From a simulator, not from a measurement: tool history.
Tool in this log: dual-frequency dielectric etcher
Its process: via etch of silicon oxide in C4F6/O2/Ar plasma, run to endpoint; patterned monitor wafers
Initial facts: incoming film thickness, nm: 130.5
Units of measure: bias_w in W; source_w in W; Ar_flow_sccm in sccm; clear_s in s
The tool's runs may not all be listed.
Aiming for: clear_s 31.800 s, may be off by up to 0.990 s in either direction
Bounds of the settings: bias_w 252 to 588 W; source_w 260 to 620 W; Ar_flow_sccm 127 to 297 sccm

run    day  bias_w  source_w  Ar_flow_sccm  clear_s
  1  0.000     420       440           212   27.959
  2  0.050     391       420           214   29.122
  3  0.212     371       410           215   30.304
  4  0.562     361       410           215   29.733
  5  0.588     361       410           202   29.570
  6  0.746     347       400           204   30.975
  7  0.858     341       400           204   30.221
  8  0.900     300       360           209   33.185

Which one of the following 4 next-run settings gets every result inside its allowed miss? There is exactly one.
  A  0.942     319       310           247        ?
  B  0.942     252       370           203        ?
  C  0.942     374       320           208        ?
  D  0.942     269       310           214        ?

move  clear_s
   A   34.986
   B   34.219
   C   32.428
   D   36.056
A: further off than the last run
B: further off than the last run
C: all results in spec
D: further off than the last run
The move that meets every target is C.

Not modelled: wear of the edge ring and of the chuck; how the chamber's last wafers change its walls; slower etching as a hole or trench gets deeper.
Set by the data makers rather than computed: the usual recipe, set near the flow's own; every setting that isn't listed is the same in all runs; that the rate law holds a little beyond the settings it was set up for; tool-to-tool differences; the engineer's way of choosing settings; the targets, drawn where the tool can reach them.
